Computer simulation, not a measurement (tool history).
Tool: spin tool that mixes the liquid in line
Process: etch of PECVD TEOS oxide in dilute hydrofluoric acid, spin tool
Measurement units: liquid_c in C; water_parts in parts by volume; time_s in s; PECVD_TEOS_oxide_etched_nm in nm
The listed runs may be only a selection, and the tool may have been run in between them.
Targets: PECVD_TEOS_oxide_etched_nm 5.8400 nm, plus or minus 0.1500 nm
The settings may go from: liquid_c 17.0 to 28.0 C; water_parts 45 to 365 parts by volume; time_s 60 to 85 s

run,hour,liquid_c,water_parts,time_s,PECVD_TEOS_oxide_etched_nm
1,0.0,20.0,205,85,4.4214
2,3.2,20.0,205,60,3.1302
3,11.6,20.0,205,60,3.1157
4,12.7,23.5,205,60,3.6013
5,18.1,23.5,205,85,5.1470
6,22.3,24.0,205,85,5.2380
7,26.8,24.5,205,85,5.2382
8,32.0,28.0,205,85,6.0649
9,39.3,28.0,205,85,6.0879

Which of these 4 next moves meets every target?
A,46.6,28.0,200,85,?
B,46.6,28.0,180,75,?
C,46.6,28.0,200,80,?
D,46.6,26.0,185,85,?

move,PECVD_TEOS_oxide_etched_nm
A,6.1648
B,6.1894
C,5.8021
D,6.3113
A: moves away from the targets compared with the last run
B: moves away from the targets compared with the last run
C: hits every target within its allowed miss
D: moves away from the targets compared with the last run
Go with C: it meets all targets.
